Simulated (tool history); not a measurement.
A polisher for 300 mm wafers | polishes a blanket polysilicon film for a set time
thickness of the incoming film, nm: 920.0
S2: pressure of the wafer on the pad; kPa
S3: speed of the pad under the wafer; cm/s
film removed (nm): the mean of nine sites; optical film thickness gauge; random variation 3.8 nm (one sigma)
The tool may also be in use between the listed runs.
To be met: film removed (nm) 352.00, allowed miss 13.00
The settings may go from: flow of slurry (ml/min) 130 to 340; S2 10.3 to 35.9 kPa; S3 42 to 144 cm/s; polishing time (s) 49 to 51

{"run": 1, "hour": 0.0, "flow of slurry (ml/min)": 220, "S2": 22.8, "S3": 92, "polishing time (s)": 49, "film removed (nm)": 430.61}
{"run": 2, "hour": 6.2, "flow of slurry (ml/min)": 175, "S2": 22.8, "S3": 92, "polishing time (s)": 49, "film removed (nm)": 423.89}
{"run": 3, "hour": 14.1, "flow of slurry (ml/min)": 220, "S2": 22.8, "S3": 92, "polishing time (s)": 49, "film removed (nm)": 436.76}
{"run": 4, "hour": 22.2, "flow of slurry (ml/min)": 220, "S2": 25.5, "S3": 92, "polishing time (s)": 49, "film removed (nm)": 494.54}
{"run": 5, "hour": 27.6, "flow of slurry (ml/min)": 220, "S2": 22.8, "S3": 92, "polishing time (s)": 49, "film removed (nm)": 435.63}
{"run": 6, "hour": 32.2, "flow of slurry (ml/min)": 220, "S2": 21.4, "S3": 92, "polishing time (s)": 49, "film removed (nm)": 414.99}
{"run": 7, "hour": 41.1, "flow of slurry (ml/min)": 215, "S2": 20.7, "S3": 92, "polishing time (s)": 49, "film removed (nm)": 390.28}
{"run": 8, "hour": 47.4, "flow of slurry (ml/min)": 215, "S2": 20.0, "S3": 92, "polishing time (s)": 49, "film removed (nm)": 384.94}
{"run": 9, "hour": 48.2, "flow of slurry (ml/min)": 215, "S2": 20.0, "S3": 92, "polishing time (s)": 49, "film removed (nm)": 379.42}

Which of these 4 next moves meets every target?
{"run": "A", "hour": 49.0, "flow of slurry (ml/min)": 235, "S2": 21.4, "S3": 90, "polishing time (s)": 51, "film removed (nm)": "?"}
{"run": "B", "hour": 49.0, "flow of slurry (ml/min)": 210, "S2": 20.7, "S3": 96, "polishing time (s)": 49, "film removed (nm)": "?"}
{"run": "C", "hour": 49.0, "flow of slurry (ml/min)": 255, "S2": 20.7, "S3": 80, "polishing time (s)": 49, "film removed (nm)": "?"}
{"run": "D", "hour": 49.0, "flow of slurry (ml/min)": 195, "S2": 20.7, "S3": 90, "polishing time (s)": 49, "film removed (nm)": "?"}

move=A film_removed_(nm)=421.32
move=B film_removed_(nm)=411.27
move=C film_removed_(nm)=355.21
move=D film_removed_(nm)=383.85
A: further off than the last run
B: further off than the last run
C: meets every target
D: further off than the last run
Answer: C
